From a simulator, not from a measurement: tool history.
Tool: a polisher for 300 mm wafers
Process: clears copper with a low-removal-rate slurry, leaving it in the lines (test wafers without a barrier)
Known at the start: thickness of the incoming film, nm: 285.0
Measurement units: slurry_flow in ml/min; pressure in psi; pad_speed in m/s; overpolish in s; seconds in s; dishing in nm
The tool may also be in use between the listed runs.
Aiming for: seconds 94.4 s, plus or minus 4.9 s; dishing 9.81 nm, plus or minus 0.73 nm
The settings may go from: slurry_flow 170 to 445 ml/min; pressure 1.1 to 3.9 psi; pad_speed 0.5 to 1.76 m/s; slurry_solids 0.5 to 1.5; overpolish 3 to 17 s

run	day	slurry_flow	pressure	pad_speed	slurry_solids	overpolish	seconds	dishing
1	0	285	2.5	1.12	1	9	93.017	17.194
2	0.283	285	2.5	1.12	1	8	91.835	15.213
3	0.446	285	2.5	1.32	1	8	81.626	17.838
4	0.583	285	2.5	1.14	1	8	88.987	15.866
5	0.671	285	2.5	1.34	1	8	77.68	17.356
6	0.912	285	2.5	1.34	1.1	8	74.945	18.667
7	1.175	285	2.4	1.34	1.1	8	80.65	17.821
8	1.525	285	2.4	1.34	1.1	7	81.08	15.69
9	1.829	280	2.3	1.34	1.05	5	85.644	10.224

Exercise: of the 4 proposed moves below, exactly one satisfies all targets within the stated allowed misses. Which move is it?
A	2.133	290	2.3	1.24	0.95	5	?	?
B	2.133	260	2.3	1.18	1.1	6	?	?
C	2.133	245	1.7	1.5	0.8	6	?	?
D	2.133	250	2.1	1.18	1.05	7	?	?

move	seconds	dishing
A	90.289	10.289
B	93.031	11.896
C	106.11	10.422
D	102.77	12.496
A: every result lands within tolerance
B: puts the biggest miss on target and leaves a different result outside tolerance
C: carries the result that was furthest off beyond its target, to the other side
D: carries the result that was furthest off beyond its target, to the other side
The right move is A.
